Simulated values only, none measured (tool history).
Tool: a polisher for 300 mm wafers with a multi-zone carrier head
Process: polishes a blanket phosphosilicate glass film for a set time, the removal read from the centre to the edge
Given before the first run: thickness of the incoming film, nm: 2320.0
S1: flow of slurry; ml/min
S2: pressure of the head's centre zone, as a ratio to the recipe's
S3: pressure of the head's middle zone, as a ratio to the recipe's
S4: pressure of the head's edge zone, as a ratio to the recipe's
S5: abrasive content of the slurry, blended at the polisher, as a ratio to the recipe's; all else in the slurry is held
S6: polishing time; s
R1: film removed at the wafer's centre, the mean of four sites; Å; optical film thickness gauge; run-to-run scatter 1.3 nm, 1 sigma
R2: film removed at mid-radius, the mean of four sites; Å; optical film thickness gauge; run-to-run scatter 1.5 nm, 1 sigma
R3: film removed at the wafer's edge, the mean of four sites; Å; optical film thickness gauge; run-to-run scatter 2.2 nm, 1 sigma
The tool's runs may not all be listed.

run    day   S1    S2    S3    S4    S5  S6      R1      R2      R3
  1  0.000  310  1.00  1.00  1.00  1.00  43  2613.1  2475.5  2334.7
  2  0.371  295  0.97  0.95  0.98  0.95  43  2499.9  2273.5  2281.3
  3  0.396  285  0.94  0.93  0.95  0.90  43  2353.3  2201.7  2211.1
  4  0.629  275  0.93  0.90  0.94  0.90  43  2305.7  2142.1  2159.7
  5  0.879  265  0.92  0.87  0.94  0.90  43  2298.8  2061.7  2191.6
  6  1.050  255  0.91  0.86  0.93  0.90  43  2261.4  2030.1  2144.2
     1.296  -- centre zone pressure recalibrated
  7  1.296  245  0.90  0.85  0.93  0.90  43  2052.8  2022.8  2167.4
  8  1.362  255  0.90  0.84  0.92  0.90  43  2045.4  2016.9  2173.3
  9  1.525  245  0.91  0.84  0.92  0.90  43  2055.8  1971.7  2153.6

Run 10 is up next; what results do you expect?
 10  1.775  255  0.92  0.84  0.91  0.90  43   ?   ?   ?

R1: 2091.9 Å
R2: 1994.4 Å
R3: 2157.1 Å
